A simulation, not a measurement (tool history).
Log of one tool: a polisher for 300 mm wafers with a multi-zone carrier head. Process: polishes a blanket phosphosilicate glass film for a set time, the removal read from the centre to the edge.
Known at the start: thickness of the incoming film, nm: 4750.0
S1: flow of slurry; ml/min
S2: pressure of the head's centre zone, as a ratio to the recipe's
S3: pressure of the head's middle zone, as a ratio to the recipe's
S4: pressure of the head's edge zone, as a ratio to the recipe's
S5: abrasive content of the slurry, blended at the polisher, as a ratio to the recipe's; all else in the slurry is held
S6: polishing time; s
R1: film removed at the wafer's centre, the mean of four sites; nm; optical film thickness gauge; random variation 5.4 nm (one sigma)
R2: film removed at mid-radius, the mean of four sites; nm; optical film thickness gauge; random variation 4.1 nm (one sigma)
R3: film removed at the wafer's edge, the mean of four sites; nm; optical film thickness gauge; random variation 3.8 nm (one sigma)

run,hour,S1,S2,S3,S4,S5,S6,R1,R2,R3
1,0.0,250,1.00,1.00,1.00,1.0,55,293.58,291.27,299.42
2,1.4,250,1.00,1.04,1.00,1.0,55,288.80,292.77,298.05
3,5.1,250,0.92,1.04,1.00,1.0,55,266.18,296.17,306.73
4,6.8,310,0.92,1.04,1.00,1.0,55,276.34,297.88,306.17
5,7.7,310,0.92,1.04,1.00,1.0,46,229.35,252.24,256.94
6,16.1,310,0.92,1.04,1.00,1.0,38,191.58,213.69,209.43

The next listed run, before its measurement:
7,19.8,310,0.93,1.04,1.02,1.1,43,?,?,?

Run 7 gave R1 231.19 nm, R2 254.61 nm, R3 252.53 nm.
